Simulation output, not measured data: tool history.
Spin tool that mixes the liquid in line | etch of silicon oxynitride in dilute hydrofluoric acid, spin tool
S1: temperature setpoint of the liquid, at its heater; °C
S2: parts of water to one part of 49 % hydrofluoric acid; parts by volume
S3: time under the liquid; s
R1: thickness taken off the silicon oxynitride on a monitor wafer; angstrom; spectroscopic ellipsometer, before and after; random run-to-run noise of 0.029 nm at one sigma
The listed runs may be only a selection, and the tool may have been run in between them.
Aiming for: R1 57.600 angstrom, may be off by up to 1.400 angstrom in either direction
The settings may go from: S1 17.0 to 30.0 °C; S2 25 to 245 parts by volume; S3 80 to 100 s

run	hour	S1	S2	S3	R1
1	0.0	22.0	135	100	22.847
2	2.1	23.0	125	100	26.158
3	7.1	24.0	120	100	28.449
4	15.6	24.5	115	100	30.894
5	19.8	25.0	110	100	33.209
6	22.4	25.5	105	100	35.812
7	25.5	29.5	70	100	66.932
8	29.5	28.0	70	100	61.937

5 candidate next runs follow, results not yet known. Just one meets every target within its allowed miss. Identify it.
A	33.5	30.0	70	95	?
B	33.5	29.0	65	95	?
C	33.5	26.5	60	100	?
D	33.5	28.5	70	90	?
E	33.5	30.0	70	100	?

move	R1
A	64.518
B	66.691
C	67.955
D	57.036
E	67.914
A: lands further from the targets than the last run did
B: lands further from the targets than the last run did
C: lands further from the targets than the last run did
D: hits every target within its allowed miss
E: lands further from the targets than the last run did
Correct choice: D, which meets every target

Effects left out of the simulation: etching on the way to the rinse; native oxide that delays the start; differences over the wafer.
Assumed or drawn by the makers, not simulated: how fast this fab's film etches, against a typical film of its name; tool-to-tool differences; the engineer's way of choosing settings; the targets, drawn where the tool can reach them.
